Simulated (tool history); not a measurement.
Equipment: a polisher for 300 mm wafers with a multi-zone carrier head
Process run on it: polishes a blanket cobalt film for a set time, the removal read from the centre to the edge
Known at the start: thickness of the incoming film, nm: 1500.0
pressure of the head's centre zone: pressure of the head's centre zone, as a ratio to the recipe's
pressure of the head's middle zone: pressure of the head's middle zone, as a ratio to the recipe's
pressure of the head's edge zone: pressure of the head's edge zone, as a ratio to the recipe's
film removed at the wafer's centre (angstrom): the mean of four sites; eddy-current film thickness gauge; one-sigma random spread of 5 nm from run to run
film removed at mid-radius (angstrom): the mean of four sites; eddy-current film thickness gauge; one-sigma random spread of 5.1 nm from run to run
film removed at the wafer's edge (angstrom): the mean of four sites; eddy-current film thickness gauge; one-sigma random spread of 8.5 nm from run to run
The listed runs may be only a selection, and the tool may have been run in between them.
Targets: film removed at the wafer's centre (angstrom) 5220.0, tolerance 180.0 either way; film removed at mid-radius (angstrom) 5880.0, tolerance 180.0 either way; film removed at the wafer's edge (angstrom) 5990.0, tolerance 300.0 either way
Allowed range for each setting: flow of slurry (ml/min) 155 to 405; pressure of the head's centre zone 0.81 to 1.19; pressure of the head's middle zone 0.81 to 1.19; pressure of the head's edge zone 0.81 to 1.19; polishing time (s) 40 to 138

| run | day | flow of slurry (ml/min) | pressure of the head's centre zone | pressure of the head's middle zone | pressure of the head's edge zone | polishing time (s) | film removed at the wafer's centre (angstrom) | film removed at mid-radius (angstrom) | film removed at the wafer's edge (angstrom) |
|---|---|---|---|---|---|---|---|---|---|
| 1 | 0.000 | 260 | 1.00 | 1.00 | 1.00 | 88 | 4028.4 | 3943.0 | 3996.5 |
| 2 | 0.358 | 320 | 1.00 | 1.00 | 1.00 | 88 | 4133.5 | 4020.5 | 4026.1 |
| 3 | 0.704 | 320 | 1.00 | 1.00 | 1.00 | 101 | 4730.7 | 4637.5 | 4724.3 |
| 4 | 1.071 | 320 | 1.00 | 1.07 | 1.00 | 101 | 4742.1 | 4928.2 | 4745.7 |
| 5 | 1.200 | 320 | 1.00 | 1.07 | 1.00 | 80 | 3710.1 | 3878.7 | 3757.3 |
| 6 | 1.538 | 320 | 1.00 | 1.07 | 1.00 | 60 | 2812.0 | 2912.0 | 2815.3 |
| 7 | 1.862 | 315 | 0.97 | 1.11 | 1.10 | 85 | 3808.3 | 4189.2 | 4180.4 |
| 8 | 2.200 | 315 | 0.97 | 1.11 | 1.11 | 88 | 3942.8 | 4372.1 | 4270.8 |
| 9 | 2.379 | 315 | 0.97 | 1.11 | 1.12 | 91 | 4124.9 | 4528.9 | 4382.1 |
| 10 | 2.712 | 310 | 0.88 | 1.06 | 1.19 | 116 | 4748.6 | 5449.0 | 5708.2 |
| 11 | 2.929 | 310 | 0.89 | 1.06 | 1.19 | 116 | 4813.6 | 5564.7 | 5846.1 |
| 12 | 3.079 | 315 | 0.90 | 1.06 | 1.19 | 116 | 4793.7 | 5521.8 | 5875.4 |
| 13 | 3.304 | 315 | 0.91 | 1.07 | 1.19 | 116 | 4855.3 | 5539.9 | 5847.9 |
| 14 | 3.612 | 315 | 0.92 | 1.08 | 1.19 | 116 | 4904.3 | 5631.0 | 5926.7 |
| 15 | 3.979 | 315 | 0.93 | 1.08 | 1.18 | 116 | 5011.9 | 5720.9 | 5798.4 |

Pick the move, out of 5, that brings all results within their allowed miss; only one does.
| A | 4.346 | 280 | 1.02 | 1.15 | 1.07 | 110 | ? | ? | ? |
| B | 4.346 | 400 | 0.92 | 1.09 | 1.18 | 117 | ? | ? | ? |
| C | 4.346 | 310 | 0.87 | 1.16 | 1.19 | 115 | ? | ? | ? |
| D | 4.346 | 290 | 0.85 | 1.00 | 1.14 | 122 | ? | ? | ? |
| E | 4.346 | 315 | 0.84 | 1.10 | 1.19 | 118 | ? | ? | ? |

| move | film removed at the wafer's centre (angstrom) | film removed at mid-radius (angstrom) | film removed at the wafer's edge (angstrom) |
|---|---|---|---|
| A | 5207.7 | 5532.4 | 5246.7 |
| B | 5175.9 | 5812.5 | 6024.4 |
| C | 4694.2 | 5894.9 | 5840.0 |
| D | 4821.6 | 5471.9 | 6039.1 |
| E | 4655.3 | 5788.9 | 6004.5 |
A: puts the biggest miss on target and leaves a different result outside tolerance
B: every result lands within tolerance
C: its largest miss is bigger than the last run's
D: its largest miss is bigger than the last run's
E: its largest miss is bigger than the last run's
B meets every target.

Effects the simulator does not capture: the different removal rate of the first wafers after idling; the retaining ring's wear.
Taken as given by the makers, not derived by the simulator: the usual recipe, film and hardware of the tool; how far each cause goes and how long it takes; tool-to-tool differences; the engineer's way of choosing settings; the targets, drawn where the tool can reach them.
